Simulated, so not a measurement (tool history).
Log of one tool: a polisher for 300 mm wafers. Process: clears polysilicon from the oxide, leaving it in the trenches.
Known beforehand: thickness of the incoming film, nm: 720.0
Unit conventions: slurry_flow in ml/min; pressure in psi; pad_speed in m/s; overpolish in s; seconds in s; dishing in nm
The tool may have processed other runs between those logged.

run 1 hour=0.0 | slurry_flow=135 pressure=2.4 pad_speed=0.94 overpolish=12 | seconds=62.554 dishing=45.276
run 2 hour=2.7 | slurry_flow=135 pressure=2.4 pad_speed=0.94 overpolish=7 | seconds=61.387 dishing=38.694
run 3 hour=8.9 | slurry_flow=135 pressure=2.1 pad_speed=0.92 overpolish=6 | seconds=72.387 dishing=35.538
run 4 hour=16.9 | slurry_flow=150 pressure=1.8 pad_speed=0.90 overpolish=5 | seconds=81.369 dishing=29.122
run 5 hour=21.6 | slurry_flow=135 pressure=1.8 pad_speed=0.90 overpolish=5 | seconds=83.748 dishing=27.722
run 6 hour=23.2 | slurry_flow=135 pressure=1.8 pad_speed=0.90 overpolish=4 | seconds=83.166 dishing=24.019
run 7 hour=24.2 | slurry_flow=135 pressure=1.8 pad_speed=0.90 overpolish=4 | seconds=84.853 dishing=24.470
run 8 hour=29.7 | slurry_flow=125 pressure=1.7 pad_speed=0.88 overpolish=5 | seconds=93.124 dishing=26.032
run 9 hour=30.8 | slurry_flow=120 pressure=1.5 pad_speed=0.92 overpolish=5 | seconds=101.260 dishing=25.022
run 10 hour=39.4 | slurry_flow=140 pressure=1.4 pad_speed=0.88 overpolish=5 | seconds=108.020 dishing=23.436
run 11 hour=47.9 | slurry_flow=130 pressure=1.3 pad_speed=0.92 overpolish=5 | seconds=112.040 dishing=22.806
run 12 hour=51.2 | slurry_flow=125 pressure=1.2 pad_speed=0.96 overpolish=5 | seconds=121.500 dishing=22.574
run 13 hour=59.6 | slurry_flow=145 pressure=1.2 pad_speed=0.88 overpolish=5 | seconds=125.260 dishing=21.335
run 14 hour=62.9 | slurry_flow=160 pressure=1.2 pad_speed=0.88 overpolish=5 | seconds=124.180 dishing=21.435
run 15 hour=64.9 | slurry_flow=170 pressure=1.2 pad_speed=0.92 overpolish=5 | seconds=117.020 dishing=21.997

Run 16, settings as shown, results not yet in. Your forecast:
run 16 hour=67.8 | slurry_flow=180 pressure=1.2 pad_speed=0.94 overpolish=5 | seconds=? dishing=?

Run 16 came out at seconds 113.060 s, dishing 22.788 nm.
